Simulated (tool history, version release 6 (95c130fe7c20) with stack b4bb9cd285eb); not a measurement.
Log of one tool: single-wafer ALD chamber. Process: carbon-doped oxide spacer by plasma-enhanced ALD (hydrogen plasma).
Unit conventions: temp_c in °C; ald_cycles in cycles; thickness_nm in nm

run  hour  temp_c  ald_cycles  thickness_nm
  1     0     380         550        26.891
  2   6.2     380         544         26.51
  3  11.1     380         539        26.317
  4  20.3     388         539        26.355
  5  29.9     388         534        26.156
  6  33.4     388         606        29.676

Run 7 is up next; what results do you expect?
  7    38     388         593             ?

{"run 7": {"thickness_nm": 28.945}}
